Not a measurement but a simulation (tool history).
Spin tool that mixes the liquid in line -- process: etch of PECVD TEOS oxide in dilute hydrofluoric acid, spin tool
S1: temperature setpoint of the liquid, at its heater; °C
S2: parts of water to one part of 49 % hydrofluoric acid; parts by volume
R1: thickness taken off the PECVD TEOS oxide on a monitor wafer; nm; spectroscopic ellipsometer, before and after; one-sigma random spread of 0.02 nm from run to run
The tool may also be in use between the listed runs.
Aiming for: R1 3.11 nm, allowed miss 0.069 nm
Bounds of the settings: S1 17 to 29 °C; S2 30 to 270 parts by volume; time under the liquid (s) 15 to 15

{"run": 1, "day": 0.0, "S1": 21, "S2": 150, "time under the liquid (s)": 15, "R1": 1.6519}
{"run": 2, "day": 0.125, "S1": 21, "S2": 150, "time under the liquid (s)": 15, "R1": 1.6502}
{"run": 3, "day": 0.358, "S1": 22, "S2": 145, "time under the liquid (s)": 15, "R1": 1.7855}
{"run": 4, "day": 0.421, "S1": 23, "S2": 140, "time under the liquid (s)": 15, "R1": 1.9377}
{"run": 5, "day": 0.508, "S1": 23.5, "S2": 135, "time under the liquid (s)": 15, "R1": 2.0607}
{"run": 6, "day": 0.85, "S1": 20.5, "S2": 135, "time under the liquid (s)": 15, "R1": 1.8354}
{"run": 7, "day": 1.171, "S1": 21.5, "S2": 130, "time under the liquid (s)": 15, "R1": 1.9767}
{"run": 8, "day": 1.242, "S1": 22.5, "S2": 130, "time under the liquid (s)": 15, "R1": 2.0733}
{"run": 9, "day": 1.475, "S1": 26.5, "S2": 110, "time under the liquid (s)": 15, "R1": 2.9036}
{"run": 10, "day": 1.571, "S1": 26.5, "S2": 110, "time under the liquid (s)": 15, "R1": 2.9291}

Consider the 5 candidate settings below. Which is the only one whose results all fall within their allowed miss of target?
{"run": "A", "day": 1.667, "S1": 22, "S2": 85, "time under the liquid (s)": 15, "R1": "?"}
{"run": "B", "day": 1.667, "S1": 28, "S2": 110, "time under the liquid (s)": 15, "R1": "?"}
{"run": "C", "day": 1.667, "S1": 24, "S2": 100, "time under the liquid (s)": 15, "R1": "?"}
{"run": "D", "day": 1.667, "S1": 28, "S2": 105, "time under the liquid (s)": 15, "R1": "?"}
{"run": "E", "day": 1.667, "S1": 26.5, "S2": 100, "time under the liquid (s)": 15, "R1": "?"}

move=A R1=3.2988
move=B R1=3.1272
move=C R1=2.9839
move=D R1=3.2981
move=E R1=3.2909
A: takes the result that was furthest off past its target
B: all results in spec
C: gains on the last run, yet a result remains outside its allowed miss
D: takes the result that was furthest off past its target
E: takes the result that was furthest off past its target
The right move is B.
